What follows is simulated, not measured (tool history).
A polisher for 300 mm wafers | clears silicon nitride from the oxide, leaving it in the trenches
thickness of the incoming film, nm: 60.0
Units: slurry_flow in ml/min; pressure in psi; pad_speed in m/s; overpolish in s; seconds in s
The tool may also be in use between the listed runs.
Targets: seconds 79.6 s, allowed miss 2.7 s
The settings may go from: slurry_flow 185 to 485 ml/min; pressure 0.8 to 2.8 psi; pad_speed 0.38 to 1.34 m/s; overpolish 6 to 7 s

{"run": 1, "day": 0.0, "slurry_flow": 310, "pressure": 1.8, "pad_speed": 0.86, "overpolish": 7, "seconds": 112.87}
{"run": 2, "day": 0.312, "slurry_flow": 310, "pressure": 1.8, "pad_speed": 0.86, "overpolish": 7, "seconds": 112.3}
{"run": 3, "day": 0.575, "slurry_flow": 310, "pressure": 1.8, "pad_speed": 0.86, "overpolish": 6, "seconds": 113.48}
{"run": 4, "day": 0.646, "slurry_flow": 275, "pressure": 1.8, "pad_speed": 0.86, "overpolish": 6, "seconds": 113.19}
{"run": 5, "day": 0.817, "slurry_flow": 275, "pressure": 1.5, "pad_speed": 0.86, "overpolish": 6, "seconds": 130.08}
{"run": 6, "day": 1.108, "slurry_flow": 275, "pressure": 1.1, "pad_speed": 0.86, "overpolish": 6, "seconds": 155.56}
{"run": 7, "day": 1.479, "slurry_flow": 275, "pressure": 1.1, "pad_speed": 0.86, "overpolish": 6, "seconds": 160.5}
{"run": 8, "day": 1.575, "slurry_flow": 275, "pressure": 1.3, "pad_speed": 0.86, "overpolish": 6, "seconds": 142.35}
{"run": 9, "day": 1.725, "slurry_flow": 275, "pressure": 1.5, "pad_speed": 0.86, "overpolish": 6, "seconds": 130.26}
{"run": 10, "day": 1.817, "slurry_flow": 275, "pressure": 1.7, "pad_speed": 0.86, "overpolish": 6, "seconds": 117.45}
{"run": 11, "day": 2.017, "slurry_flow": 275, "pressure": 2.2, "pad_speed": 0.88, "overpolish": 6, "seconds": 97.719}
{"run": 12, "day": 2.158, "slurry_flow": 285, "pressure": 2.3, "pad_speed": 0.88, "overpolish": 6, "seconds": 94.083}
{"run": 13, "day": 2.279, "slurry_flow": 290, "pressure": 2.4, "pad_speed": 0.88, "overpolish": 6, "seconds": 88.4}
{"run": 14, "day": 2.35, "slurry_flow": 295, "pressure": 2.4, "pad_speed": 0.88, "overpolish": 6, "seconds": 88.991}

5 next moves are on the table. One of them brings every result within its allowed miss. Which?
{"run": "A", "day": 2.421, "slurry_flow": 350, "pressure": 2.4, "pad_speed": 0.98, "overpolish": 6, "seconds": "?"}
{"run": "B", "day": 2.421, "slurry_flow": 190, "pressure": 2.6, "pad_speed": 0.86, "overpolish": 6, "seconds": "?"}
{"run": "C", "day": 2.421, "slurry_flow": 285, "pressure": 2.1, "pad_speed": 0.86, "overpolish": 6, "seconds": "?"}
{"run": "D", "day": 2.421, "slurry_flow": 305, "pressure": 2, "pad_speed": 0.9, "overpolish": 7, "seconds": "?"}
{"run": "E", "day": 2.421, "slurry_flow": 220, "pressure": 2.6, "pad_speed": 0.8, "overpolish": 7, "seconds": "?"}

move=A seconds=79.968
move=B seconds=91.886
move=C seconds=102.37
move=D seconds=100.85
move=E seconds=96.313
A: meets every target
B: further off than the last run
C: further off than the last run
D: further off than the last run
E: further off than the last run
Answer: A

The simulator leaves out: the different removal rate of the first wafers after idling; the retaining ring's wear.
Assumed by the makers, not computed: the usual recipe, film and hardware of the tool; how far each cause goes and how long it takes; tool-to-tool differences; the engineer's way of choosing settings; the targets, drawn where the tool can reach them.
